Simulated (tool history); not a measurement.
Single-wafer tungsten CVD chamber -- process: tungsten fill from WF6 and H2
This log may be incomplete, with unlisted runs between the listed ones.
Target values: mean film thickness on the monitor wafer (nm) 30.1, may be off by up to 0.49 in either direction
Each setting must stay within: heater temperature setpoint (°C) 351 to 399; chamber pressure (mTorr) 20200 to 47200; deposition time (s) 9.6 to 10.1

| run | hour | heater temperature setpoint (°C) | chamber pressure (mTorr) | deposition time (s) | mean film thickness on the monitor wafer (nm) |
|---|---|---|---|---|---|
| 1 | 0 | 375 | 33700 | 10.1 | 17.891 |
| 2 | 1.7 | 386 | 33700 | 10.1 | 23.053 |
| 3 | 6.1 | 386 | 33700 | 10.1 | 23.003 |
| 4 | 7.6 | 389 | 33800 | 10.1 | 24.602 |
| 5 | 11.5 | 392 | 33800 | 10.1 | 26.214 |
| 6 | 14.9 | 394 | 33800 | 10.1 | 27.531 |
| 7 | 20.2 | 395 | 33800 | 10.1 | 27.954 |
| 8 | 23.7 | 396 | 33800 | 10.1 | 28.455 |
| 9 | 31.8 | 397 | 33800 | 10.1 | 29.08 |

Next run, 5 choices. One meets every target within its allowed miss, the rest don't. Which?
| A | 39.9 | 397 | 34200 | 10 | ? |
| B | 39.9 | 399 | 35200 | 10.1 | ? |
| C | 39.9 | 397 | 37000 | 9.6 | ? |
| D | 39.9 | 399 | 33000 | 10.1 | ? |
| E | 39.9 | 395 | 36700 | 10.1 | ? |

| move | mean film thickness on the monitor wafer (nm) |
|---|---|
| A | 29.123 |
| B | 31.044 |
| C | 28.984 |
| D | 30.134 |
| E | 29.126 |
A: as far off as the last run
B: moves the result that the last run missed by most past its target, out the other side
C: lands further from the targets than the last run did
D: all results land within tolerance of their targets
E: as far off as the last run
D is the move that brings every result within its allowed miss.
